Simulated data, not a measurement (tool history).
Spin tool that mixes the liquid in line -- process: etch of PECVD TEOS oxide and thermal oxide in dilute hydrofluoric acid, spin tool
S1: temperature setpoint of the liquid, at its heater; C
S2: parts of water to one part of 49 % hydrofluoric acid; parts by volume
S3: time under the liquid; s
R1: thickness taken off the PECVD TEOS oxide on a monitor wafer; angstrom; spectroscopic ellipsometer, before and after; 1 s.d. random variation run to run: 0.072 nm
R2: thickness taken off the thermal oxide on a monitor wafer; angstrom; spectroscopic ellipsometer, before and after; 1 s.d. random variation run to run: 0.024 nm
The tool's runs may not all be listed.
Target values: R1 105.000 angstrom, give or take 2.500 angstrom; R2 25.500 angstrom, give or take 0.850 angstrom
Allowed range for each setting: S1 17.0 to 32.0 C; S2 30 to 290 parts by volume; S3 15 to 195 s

run	day	S1	S2	S3	R1	R2
1	0.000	24.0	160	100	119.050	29.267
2	0.204	24.0	160	80	95.551	23.348
3	0.367	24.0	160	115	139.180	33.449
4	0.554	22.0	160	115	128.400	30.709
5	0.650	23.5	160	115	135.620	32.788
6	0.954	23.5	210	115	97.545	23.714
7	1.304	24.0	210	115	99.608	24.478
8	1.550	24.5	210	115	102.280	24.843

Pick the move, out of 4, that brings all results within their allowed miss; only one does.
A	1.796	22.5	245	145	?	?
B	1.796	23.5	185	105	?	?
C	1.796	22.0	225	135	?	?
D	1.796	28.5	220	100	?	?

move	R1	R2
A	98.227	24.153
B	104.020	25.576
C	99.731	24.522
D	95.936	23.589
A: its largest miss is bigger than the last run's
B: meets every target
C: its largest miss is bigger than the last run's
D: its largest miss is bigger than the last run's
The right move is B.

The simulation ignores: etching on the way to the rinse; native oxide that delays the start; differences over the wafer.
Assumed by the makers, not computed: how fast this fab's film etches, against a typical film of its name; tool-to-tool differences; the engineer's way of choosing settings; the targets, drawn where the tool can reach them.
